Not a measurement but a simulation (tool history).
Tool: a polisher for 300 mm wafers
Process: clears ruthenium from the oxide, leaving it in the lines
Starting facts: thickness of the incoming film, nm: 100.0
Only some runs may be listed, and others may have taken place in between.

| run | day | flow of slurry (ml/min) | pressure of the wafer on the pad (psi) | speed of the pad under the wafer (cm/s) | overpolish time after the end point (s) | time until the end point was called (s) |
|---|---|---|---|---|---|---|
| 1 | 0 | 125 | 1.7 | 110 | 9 | 93.876 |
| 2 | 0.121 | 130 | 1.9 | 112 | 9 | 80.312 |
| 3 | 0.425 | 135 | 2 | 112 | 9 | 76.379 |
| 4 | 0.488 | 135 | 2 | 112 | 8 | 76.683 |
| 5 | 0.642 | 135 | 2 | 86 | 8 | 98.055 |
| 6 | 0.808 | 135 | 2 | 86 | 8 | 98.593 |
| 7 | 0.967 | 135 | 2.2 | 88 | 8 | 85.91 |
| 8 | 1.162 | 145 | 2.7 | 92 | 8 | 68.105 |

Run 9, settings as shown, results not yet in. Your forecast:
| 9 | 1.246 | 145 | 2.7 | 94 | 8 | ? |

time until the end point was called (s): 66.918

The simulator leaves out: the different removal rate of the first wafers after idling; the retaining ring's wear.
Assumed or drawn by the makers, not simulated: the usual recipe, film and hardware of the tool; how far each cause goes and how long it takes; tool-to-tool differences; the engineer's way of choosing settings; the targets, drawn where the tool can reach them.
